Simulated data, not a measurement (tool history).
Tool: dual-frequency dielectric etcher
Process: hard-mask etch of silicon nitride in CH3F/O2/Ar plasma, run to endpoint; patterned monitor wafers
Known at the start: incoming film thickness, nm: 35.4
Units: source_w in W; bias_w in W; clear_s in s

run	hour	source_w	bias_w	clear_s
1	0.0	530	92	39.451
2	6.5	550	94	38.111
3	13.0	550	106	36.161
4	17.3	570	106	35.286
5	25.7	580	106	35.461
6	30.9	590	107	35.061
7	35.1	600	108	34.448

The next listed run, before its measurement:
# hour 42.8: wet clean of the chamber
8	42.8	610	108	?

clear_s: 35.381 s

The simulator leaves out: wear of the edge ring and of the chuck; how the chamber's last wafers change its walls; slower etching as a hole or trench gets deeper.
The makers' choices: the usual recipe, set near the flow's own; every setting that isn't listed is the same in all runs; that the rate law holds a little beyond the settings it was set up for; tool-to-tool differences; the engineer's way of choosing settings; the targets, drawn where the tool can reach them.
